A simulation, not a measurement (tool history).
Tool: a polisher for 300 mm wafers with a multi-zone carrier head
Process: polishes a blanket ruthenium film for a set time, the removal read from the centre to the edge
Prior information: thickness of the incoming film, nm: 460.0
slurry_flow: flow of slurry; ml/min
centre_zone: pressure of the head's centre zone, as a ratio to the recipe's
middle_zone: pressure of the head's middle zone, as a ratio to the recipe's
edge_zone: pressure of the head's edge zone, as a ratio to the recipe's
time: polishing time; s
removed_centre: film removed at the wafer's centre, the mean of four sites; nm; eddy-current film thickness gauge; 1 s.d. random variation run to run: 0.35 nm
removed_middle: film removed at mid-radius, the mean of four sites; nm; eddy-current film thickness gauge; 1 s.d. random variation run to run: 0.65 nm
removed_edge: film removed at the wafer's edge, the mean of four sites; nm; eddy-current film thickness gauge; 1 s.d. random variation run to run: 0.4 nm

| run | hour | slurry_flow | centre_zone | middle_zone | edge_zone | time | removed_centre | removed_middle | removed_edge |
|---|---|---|---|---|---|---|---|---|---|
| 1 | 0 | 165 | 1 | 1 | 1 | 75 | 86.532 | 84.789 | 85.854 |
| 2 | 0.7 | 155 | 0.96 | 1.02 | 0.96 | 67 | 72.837 | 75.817 | 75.624 |
| 3 | 4.9 | 115 | 0.96 | 1.02 | 0.96 | 67 | 67.687 | 71.873 | 70.787 |
| 4 | 11 | 140 | 0.96 | 1.02 | 0.96 | 67 | 70.421 | 72.953 | 72.905 |
| 5 | 18.2 | 160 | 0.96 | 1.02 | 0.96 | 67 | 73.302 | 77.996 | 74.597 |
| 6 | 19.6 | 150 | 0.93 | 1.02 | 0.93 | 62 | 65.264 | 69.603 | 68.053 |
| 7 | 28.2 | 140 | 0.91 | 1.04 | 0.9 | 58 | 58.215 | 64.202 | 61.611 |
| 8 | 34.8 | 130 | 0.89 | 1.06 | 0.88 | 57 | 56.016 | 64.076 | 59.262 |

Run 9 comes next. What will it give?
| 9 | 43.5 | 125 | 0.87 | 1.07 | 0.86 | 56 | ? | ? | ? |

{"run 9": {"removed_centre": 52.015, "removed_middle": 62.639, "removed_edge": 56.828}}
